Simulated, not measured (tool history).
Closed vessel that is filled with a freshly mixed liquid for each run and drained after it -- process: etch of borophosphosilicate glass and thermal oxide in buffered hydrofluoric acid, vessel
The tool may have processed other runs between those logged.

run	hour	temperature setpoint of the liquid (C)	parts of 40 % ammonium fluoride to one part of 49 % hydrofluoric acid (parts by volume)	time in the liquid (s)	thickness taken off the borophosphosilicate glass on a monitor wafer (angstrom)	thickness taken off the thermal oxide on a monitor wafer (angstrom)
1	0.0	23.0	17.0	60	1033.10	424.52
2	5.3	23.0	14.0	60	1249.60	511.14
3	10.7	22.0	14.5	60	1136.00	467.77
4	14.6	21.5	15.0	60	1073.20	436.20
5	21.3	21.5	17.0	60	950.51	388.13
6	25.1	21.5	17.0	45	710.54	288.42

Run 7 comes next. What will it give?
# hour 32.0: hydrofluoric acid flow meter replaced
7	32.0	22.5	17.0	45	?	?

Run 7 measured thickness taken off the borophosphosilicate glass on a monitor wafer (angstrom) 686.88, thickness taken off the thermal oxide on a monitor wafer (angstrom) 280.55.

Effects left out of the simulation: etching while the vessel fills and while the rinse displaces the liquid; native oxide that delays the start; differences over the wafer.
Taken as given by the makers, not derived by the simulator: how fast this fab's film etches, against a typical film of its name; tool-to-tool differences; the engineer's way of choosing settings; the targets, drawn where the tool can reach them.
